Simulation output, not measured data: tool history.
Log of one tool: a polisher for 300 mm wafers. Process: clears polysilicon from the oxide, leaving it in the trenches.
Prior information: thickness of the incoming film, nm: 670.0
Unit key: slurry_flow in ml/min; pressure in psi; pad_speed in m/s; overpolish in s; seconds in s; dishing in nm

{"run": 1, "hour": 0.0, "slurry_flow": 215, "pressure": 3.4, "pad_speed": 1.1, "overpolish": 25, "seconds": 29.412, "dishing": 62.675}
{"run": 2, "hour": 5.6, "slurry_flow": 240, "pressure": 3.4, "pad_speed": 1.1, "overpolish": 25, "seconds": 27.594, "dishing": 60.66}
{"run": 3, "hour": 8.7, "slurry_flow": 240, "pressure": 3.8, "pad_speed": 1.1, "overpolish": 25, "seconds": 26.103, "dishing": 61.266}
{"run": 4, "hour": 16.2, "slurry_flow": 240, "pressure": 3.8, "pad_speed": 1.1, "overpolish": 17, "seconds": 25.669, "dishing": 61.567}
{"run": 5, "hour": 19.7, "slurry_flow": 240, "pressure": 3.4, "pad_speed": 1.1, "overpolish": 17, "seconds": 28.523, "dishing": 62.898}
{"run": 6, "hour": 23.6, "slurry_flow": 270, "pressure": 2.8, "pad_speed": 0.92, "overpolish": 26, "seconds": 38.084, "dishing": 61.118}
{"run": 7, "hour": 31.7, "slurry_flow": 290, "pressure": 2.4, "pad_speed": 0.8, "overpolish": 33, "seconds": 47.022, "dishing": 61.874}
{"run": 8, "hour": 32.5, "slurry_flow": 305, "pressure": 2.1, "pad_speed": 0.72, "overpolish": 26, "seconds": 60.901, "dishing": 63.517}
{"run": 9, "hour": 33.9, "slurry_flow": 255, "pressure": 1.9, "pad_speed": 0.68, "overpolish": 33, "seconds": 67.491, "dishing": 61.318}
{"run": 10, "hour": 34.5, "slurry_flow": 220, "pressure": 1.8, "pad_speed": 0.68, "overpolish": 38, "seconds": 70.682, "dishing": 62.361}
{"run": 11, "hour": 42.3, "slurry_flow": 255, "pressure": 1.9, "pad_speed": 0.62, "overpolish": 29, "seconds": 71.555, "dishing": 62.205}
{"run": 12, "hour": 44.1, "slurry_flow": 315, "pressure": 1.7, "pad_speed": 0.56, "overpolish": 17, "seconds": 83.308, "dishing": 54.206}
{"run": 13, "hour": 48.0, "slurry_flow": 335, "pressure": 2.1, "pad_speed": 0.6, "overpolish": 8, "seconds": 66.788, "dishing": 45.515}
{"run": 14, "hour": 51.1, "slurry_flow": 335, "pressure": 2.1, "pad_speed": 0.58, "overpolish": 8, "seconds": 65.844, "dishing": 44.866}

What will run 15 give?
{"run": 15, "hour": 59.2, "slurry_flow": 335, "pressure": 2.1, "pad_speed": 0.56, "overpolish": 8, "seconds": "?", "dishing": "?"}

seconds: 69.649 s
dishing: 44.412 nm
